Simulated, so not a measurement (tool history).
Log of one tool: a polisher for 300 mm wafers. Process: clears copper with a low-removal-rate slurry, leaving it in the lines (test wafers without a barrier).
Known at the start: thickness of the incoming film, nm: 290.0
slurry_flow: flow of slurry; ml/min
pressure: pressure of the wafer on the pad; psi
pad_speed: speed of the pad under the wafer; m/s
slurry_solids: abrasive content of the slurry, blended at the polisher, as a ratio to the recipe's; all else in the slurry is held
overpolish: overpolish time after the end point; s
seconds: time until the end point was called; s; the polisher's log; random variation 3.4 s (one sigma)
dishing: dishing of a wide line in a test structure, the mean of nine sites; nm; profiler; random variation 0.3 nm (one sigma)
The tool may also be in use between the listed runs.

run  hour  slurry_flow  pressure  pad_speed  slurry_solids  overpolish  seconds  dishing
  1     0          285       3.9       0.92              1          22   104.15    47.18
  2   2.6          285       3.9       0.92           1.15          22   107.43   46.417
  3   6.8          285       3.9       0.92           1.15          25   104.93   52.073
  4  12.9          285       3.9       0.92           1.25          25   100.46   53.574
  5  18.8          285       3.9       0.92           1.45          25   99.764   54.605
  6  27.4          285       3.9       0.78           1.45          25   118.94   46.628
  7  32.1          285       3.5       0.74           1.45          24   135.51   40.032

Forecast run 8:
  8  36.5          285       3.2        0.7           1.45          23        ?        ?

seconds: 156.31 s
dishing: 33.798 nm
